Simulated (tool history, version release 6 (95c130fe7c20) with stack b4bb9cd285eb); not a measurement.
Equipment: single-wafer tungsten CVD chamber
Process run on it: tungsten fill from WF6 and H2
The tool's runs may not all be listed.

| run | hour | heater temperature setpoint (°C) | chamber pressure (Pa) | deposition time (s) | mean film thickness on the monitor wafer (angstrom) |
|---|---|---|---|---|---|
| 1 | 0 | 390 | 7106 | 27 | 870.99 |
| 2 | 0.8 | 390 | 7106 | 25.6 | 827.45 |
| 3 | 1.7 | 399 | 7106 | 25.6 | 972.56 |
| 4 | 8.4 | 399 | 7106 | 25.6 | 976.88 |
| 5 | 9.5 | 400 | 7119 | 25.6 | 982.52 |
| 6 | 15.2 | 401 | 7133 | 25.6 | 1009.1 |
| 7 | 23 | 402 | 7146 | 25.6 | 1028 |
| 8 | 27.5 | 403 | 7159 | 25.6 | 1046 |

Expected results for the next run?
| 9 | 29.4 | 404 | 7159 | 25.6 | ? |

mean film thickness on the monitor wafer (angstrom): 1065.6
